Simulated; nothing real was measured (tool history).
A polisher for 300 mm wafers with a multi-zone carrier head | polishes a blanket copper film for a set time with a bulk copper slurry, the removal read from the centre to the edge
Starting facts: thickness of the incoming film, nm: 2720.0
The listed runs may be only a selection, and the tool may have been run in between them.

| run | hour | flow of slurry (ml/min) | pressure of the head's centre zone | pressure of the head's middle zone | pressure of the head's edge zone | abrasive content of the slurry | polishing time (s) | film removed at the wafer's centre (Å) | film removed at mid-radius (Å) | film removed at the wafer's edge (Å) |
|---|---|---|---|---|---|---|---|---|---|---|
| 1 | 0 | 220 | 1 | 1 | 1 | 1 | 84 | 6732.4 | 6606.2 | 6804 |
| 2 | 0.7 | 220 | 1.05 | 1 | 1 | 1 | 84 | 6846.8 | 6546.3 | 7090.2 |
| 3 | 7.9 | 215 | 1.04 | 0.98 | 0.98 | 0.95 | 84 | 6685.2 | 6437.3 | 6647.9 |
| 4 | 9.1 | 215 | 1.04 | 0.98 | 0.98 | 1.1 | 84 | 6864.6 | 6604.2 | 7033.4 |
| 5 | 11.3 | 215 | 1.04 | 0.98 | 0.98 | 1.1 | 95 | 7959.2 | 7516.3 | 8119.5 |
| 6 | 18.9 | 215 | 0.96 | 0.98 | 0.98 | 1.1 | 95 | 7631.8 | 7488.7 | 7833.5 |
| 7 | 19.8 | 210 | 0.96 | 0.96 | 0.97 | 1.05 | 94 | 7265.6 | 7187.7 | 7564.5 |
| 8 | 26.8 | 210 | 0.97 | 0.94 | 0.95 | 1 | 93 | 7281.8 | 6925.2 | 7269.6 |

What does the tool deliver on the next run?
| 9 | 33.6 | 205 | 0.96 | 0.93 | 0.95 | 0.95 | 92 | ? | ? | ? |

{"run 9": {"film removed at the wafer's centre (Å)": 6991.7, "film removed at mid-radius (Å)": 6659.6, "film removed at the wafer's edge (Å)": 7442.7}}

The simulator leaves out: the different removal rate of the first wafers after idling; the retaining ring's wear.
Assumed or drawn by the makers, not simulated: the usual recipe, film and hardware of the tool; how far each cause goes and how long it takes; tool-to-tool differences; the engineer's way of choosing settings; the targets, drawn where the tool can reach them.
